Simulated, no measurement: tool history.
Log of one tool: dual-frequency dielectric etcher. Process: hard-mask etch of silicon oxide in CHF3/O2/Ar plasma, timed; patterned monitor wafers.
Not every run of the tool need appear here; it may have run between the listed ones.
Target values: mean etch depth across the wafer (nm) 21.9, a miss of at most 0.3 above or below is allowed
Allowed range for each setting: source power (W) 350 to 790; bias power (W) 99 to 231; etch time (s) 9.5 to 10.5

| run | hour | source power (W) | bias power (W) | etch time (s) | mean etch depth across the wafer (nm) |
|---|---|---|---|---|---|
| 1 | 0 | 570 | 165 | 10.5 | 20.678 |
| 2 | 2.4 | 500 | 165 | 10.5 | 19.489 |
| 3 | 5.3 | 500 | 165 | 10.5 | 19.515 |
| 4 | 6.5 | 530 | 166 | 10.5 | 20.131 |
|  | 12.6 | bias power generator calibrated |
| 5 | 12.6 | 550 | 167 | 10.5 | 20.242 |
| 6 | 17.4 | 570 | 168 | 10.5 | 20.645 |
| 7 | 18.4 | 590 | 169 | 10.5 | 20.923 |
| 8 | 22.2 | 670 | 172 | 10.5 | 22.284 |

Which single option among these 4 for the next run brings every result within its allowed miss of target? Just one does.
| A | 26 | 670 | 179 | 10.5 | ? |
| B | 26 | 670 | 188 | 10.5 | ? |
| C | 26 | 670 | 177 | 10.5 | ? |
| D | 26 | 680 | 160 | 10.5 | ? |

| move | mean etch depth across the wafer (nm) |
|---|---|
| A | 22.585 |
| B | 22.887 |
| C | 22.517 |
| D | 22.072 |
A: lands further from the targets than the last run did
B: lands further from the targets than the last run did
C: lands further from the targets than the last run did
D: in spec on every target
Go with D: it meets all targets.
